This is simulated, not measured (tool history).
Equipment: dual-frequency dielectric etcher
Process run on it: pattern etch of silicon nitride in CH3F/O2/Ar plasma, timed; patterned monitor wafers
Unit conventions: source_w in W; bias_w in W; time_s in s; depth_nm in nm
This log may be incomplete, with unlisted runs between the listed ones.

run,hour,source_w,bias_w,time_s,depth_nm
1,0,390,64,97.5,70.399
2,9,390,64,97.5,70.381
3,12.7,420,66,97.5,72.846
4,19.8,350,66,97.5,70.067
5,21.2,410,66,97.5,72.107
6,25.4,410,66,102,76.095

Predict the results of run 7:
7,34.2,430,68,102,?

Run 7 produced depth_nm 77.044 nm.
